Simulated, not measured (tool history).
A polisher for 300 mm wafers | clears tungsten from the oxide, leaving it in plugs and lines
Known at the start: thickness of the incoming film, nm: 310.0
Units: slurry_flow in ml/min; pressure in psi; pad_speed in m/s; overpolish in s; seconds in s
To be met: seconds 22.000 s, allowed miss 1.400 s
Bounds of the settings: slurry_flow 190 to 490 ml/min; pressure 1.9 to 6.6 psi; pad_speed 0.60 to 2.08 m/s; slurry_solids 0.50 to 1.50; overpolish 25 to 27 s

run,hour,slurry_flow,pressure,pad_speed,slurry_solids,overpolish,seconds
1,0.0,315,4.2,1.34,1.00,25,48.126
2,1.6,315,4.4,1.38,1.00,25,46.413
3,2.8,315,4.6,1.44,1.00,25,42.868
4,4.6,265,4.6,1.44,1.00,25,41.879
5,6.2,265,3.5,1.44,1.00,25,54.281
6,8.5,265,3.5,1.44,0.85,25,56.946
7,11.1,265,3.8,1.48,0.85,25,52.513
8,13.5,265,4.1,1.52,0.85,25,47.674
9,20.4,265,4.3,1.56,0.85,25,43.825
10,26.3,265,4.5,1.58,0.85,25,41.338
11,34.0,270,5.7,1.86,0.90,25,28.674
12,40.0,270,5.8,1.88,0.90,25,27.534
13,43.5,270,5.9,1.90,0.90,25,26.982
14,45.1,270,6.0,1.92,0.90,25,25.315
15,45.9,270,6.1,1.92,0.90,25,25.110
16,50.5,270,6.4,1.96,0.90,25,23.116

4 next moves are on the table. One of them brings every result within its allowed miss. Which?
A,55.1,280,6.3,1.86,1.05,27,?
B,55.1,265,5.9,1.90,0.95,25,?
C,55.1,305,6.4,1.88,0.85,25,?
D,55.1,275,6.6,2.00,0.95,27,?

move,seconds
A,24.170
B,26.089
C,24.716
D,22.139
A: further off than the last run
B: further off than the last run
C: further off than the last run
D: meets every target
Move D is the one to make.
